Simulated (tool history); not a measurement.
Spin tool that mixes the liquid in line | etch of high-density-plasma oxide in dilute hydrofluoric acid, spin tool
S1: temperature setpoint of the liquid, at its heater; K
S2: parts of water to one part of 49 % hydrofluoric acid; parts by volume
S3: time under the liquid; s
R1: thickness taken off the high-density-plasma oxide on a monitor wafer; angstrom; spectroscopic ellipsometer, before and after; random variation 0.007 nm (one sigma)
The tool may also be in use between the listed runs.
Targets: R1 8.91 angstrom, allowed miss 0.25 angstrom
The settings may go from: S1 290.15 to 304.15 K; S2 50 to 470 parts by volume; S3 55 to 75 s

run,hour,S1,S2,S3,R1
1,0,296.15,260,75,12.11
2,2.3,296.15,185,75,18.617
3,6.9,296.15,185,55,13.504
4,13.9,294.15,185,55,12.324
5,16.3,294.15,125,55,19.704
6,23.5,293.65,140,55,16.945
7,24.1,293.15,155,55,15.096
8,27.1,292.65,165,55,13.652
9,28.3,292.15,175,55,12.524
10,32.1,291.65,180,55,11.69
11,38,291.15,185,55,11.124
12,39.9,291.15,190,55,10.909
13,47.7,291.15,195,55,10.376
14,54.5,291.15,200,55,10.088
15,59.8,290.65,205,55,9.6643
16,61.6,290.15,210,55,9.2133

4 next moves are on the table. One of them brings every result within its allowed miss. Which?
A,63.4,290.15,200,55,?
B,63.4,291.65,245,60,?
C,63.4,290.65,265,75,?
D,63.4,293.15,240,60,?

move,R1
A,9.6969
B,8.7892
C,9.6035
D,9.5427
A: further off than the last run
B: meets every target
C: further off than the last run
D: further off than the last run
Move B is the one to make.
